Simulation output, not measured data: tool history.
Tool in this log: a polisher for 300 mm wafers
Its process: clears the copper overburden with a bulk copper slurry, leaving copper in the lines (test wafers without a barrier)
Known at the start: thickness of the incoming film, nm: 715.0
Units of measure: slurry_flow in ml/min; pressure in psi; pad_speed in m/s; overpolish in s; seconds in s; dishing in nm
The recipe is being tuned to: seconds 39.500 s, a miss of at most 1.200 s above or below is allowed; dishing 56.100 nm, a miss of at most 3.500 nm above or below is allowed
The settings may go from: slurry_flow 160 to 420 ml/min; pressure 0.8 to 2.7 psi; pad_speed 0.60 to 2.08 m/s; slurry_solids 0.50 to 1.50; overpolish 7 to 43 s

run	hour	slurry_flow	pressure	pad_speed	slurry_solids	overpolish	seconds	dishing
1	0.0	270	1.7	1.34	1.00	22	80.645	68.352
2	8.2	270	1.7	1.34	1.00	27	78.206	70.107
3	11.2	310	1.7	1.54	1.15	22	65.856	69.960
4	15.1	310	1.7	1.54	1.15	29	66.801	73.880
# hour 22.0: slurry nozzle cleaned
5	22.0	340	1.7	1.68	1.25	23	57.462	74.407
6	27.7	360	1.7	1.78	1.30	19	53.931	69.470
7	32.7	375	1.7	1.86	1.35	16	51.097	67.806
8	34.4	375	1.7	1.86	1.35	16	52.054	68.868
9	41.9	385	1.7	1.92	1.40	14	50.022	66.370
10	49.9	395	1.8	1.96	1.45	12	45.199	63.864
11	53.7	400	1.9	1.94	1.45	11	43.726	64.860
12	58.3	420	1.8	2.08	1.50	7	42.454	50.875

Below are 4 possible settings for the next run. Only one of them brings all results inside the allowed miss of their targets. Which is it?
A	62.9	420	2.4	1.78	1.50	8	?	?
B	62.9	395	2.0	2.04	1.50	10	?	?
C	62.9	410	2.0	1.90	1.50	10	?	?
D	62.9	325	2.3	1.80	1.50	7	?	?

move	seconds	dishing
A	37.383	61.820
B	39.237	65.046
C	41.969	63.111
D	39.212	55.522
A: moves the result that the last run missed by most past its target, out the other side
B: the worst result of the last run now meets its target, but another is out of spec
C: moves toward the targets from the last run without getting all of them in spec
D: each result inside its tolerance
The right move is D.
